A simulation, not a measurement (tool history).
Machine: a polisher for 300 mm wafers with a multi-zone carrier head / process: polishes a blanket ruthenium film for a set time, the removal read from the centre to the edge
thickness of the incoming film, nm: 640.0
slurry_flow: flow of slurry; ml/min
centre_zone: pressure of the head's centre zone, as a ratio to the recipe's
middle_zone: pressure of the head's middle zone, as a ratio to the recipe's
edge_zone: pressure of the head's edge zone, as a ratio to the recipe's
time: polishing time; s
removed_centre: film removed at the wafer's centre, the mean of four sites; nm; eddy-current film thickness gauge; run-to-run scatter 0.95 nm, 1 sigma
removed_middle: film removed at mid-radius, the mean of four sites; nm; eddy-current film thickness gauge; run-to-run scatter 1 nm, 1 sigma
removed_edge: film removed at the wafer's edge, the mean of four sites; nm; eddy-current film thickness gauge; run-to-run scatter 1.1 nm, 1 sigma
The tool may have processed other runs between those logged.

run 1 day=0 | slurry_flow=255 centre_zone=1 middle_zone=1 edge_zone=1 time=44 | removed_centre=54.366 removed_middle=57.418 removed_edge=55.382
run 2 day=0.329 | slurry_flow=255 centre_zone=1 middle_zone=0.92 edge_zone=1 time=44 | removed_centre=55.298 removed_middle=52.563 removed_edge=55.029
run 3 day=0.404 | slurry_flow=260 centre_zone=1.02 middle_zone=0.93 edge_zone=1.01 time=46 | removed_centre=58.469 removed_middle=54.776 removed_edge=58.839
run 4 day=0.579 | slurry_flow=265 centre_zone=1.04 middle_zone=0.95 edge_zone=1 time=47 | removed_centre=60.411 removed_middle=56.176 removed_edge=59.146
run 5 day=0.879 | slurry_flow=265 centre_zone=0.96 middle_zone=0.95 edge_zone=1 time=47 | removed_centre=58.159 removed_middle=57.429 removed_edge=58.874
run 6 day=1.254 | slurry_flow=265 centre_zone=0.96 middle_zone=0.9 edge_zone=1 time=47 | removed_centre=56.16 removed_middle=54.098 removed_edge=59.519
run 7 day=1.317 | slurry_flow=265 centre_zone=0.99 middle_zone=0.92 edge_zone=1 time=48 | removed_centre=58.926 removed_middle=56.095 removed_edge=61.403

Estimate the outcome of run 8 from the log above:
run 8 day=1.588 | slurry_flow=265 centre_zone=0.99 middle_zone=0.92 edge_zone=1 time=48 | removed_centre=? removed_middle=? removed_edge=?

removed_centre: 58.981 nm
removed_middle: 55.878 nm
removed_edge: 60.459 nm
